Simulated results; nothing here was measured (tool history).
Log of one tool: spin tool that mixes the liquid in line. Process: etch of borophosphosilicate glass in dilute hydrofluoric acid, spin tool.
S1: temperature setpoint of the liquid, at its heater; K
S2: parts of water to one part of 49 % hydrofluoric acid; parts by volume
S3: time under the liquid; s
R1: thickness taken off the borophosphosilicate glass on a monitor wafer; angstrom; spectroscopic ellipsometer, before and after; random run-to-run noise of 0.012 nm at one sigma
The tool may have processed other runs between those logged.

run 1 hour=0 | S1=296.15 S2=195 S3=15 | R1=42.477
run 2 hour=4.8 | S1=296.15 S2=165 S3=15 | R1=51.803
run 3 hour=9.9 | S1=294.65 S2=180 S3=15 | R1=44.182
run 4 hour=16.3 | S1=294.65 S2=215 S3=15 | R1=35.904
run 5 hour=25.3 | S1=293.65 S2=215 S3=15 | R1=34.298
run 6 hour=32.3 | S1=293.65 S2=215 S3=15 | R1=34.217
run 7 hour=38.2 | S1=292.65 S2=215 S3=15 | R1=33.105
run 8 hour=44.5 | S1=292.65 S2=215 S3=15 | R1=33.106

Estimate the outcome of run 9 from the log above:
run 9 hour=48.8 | S1=292.65 S2=215 S3=15 | R1=?

{"run 9": {"R1": 33.011}}

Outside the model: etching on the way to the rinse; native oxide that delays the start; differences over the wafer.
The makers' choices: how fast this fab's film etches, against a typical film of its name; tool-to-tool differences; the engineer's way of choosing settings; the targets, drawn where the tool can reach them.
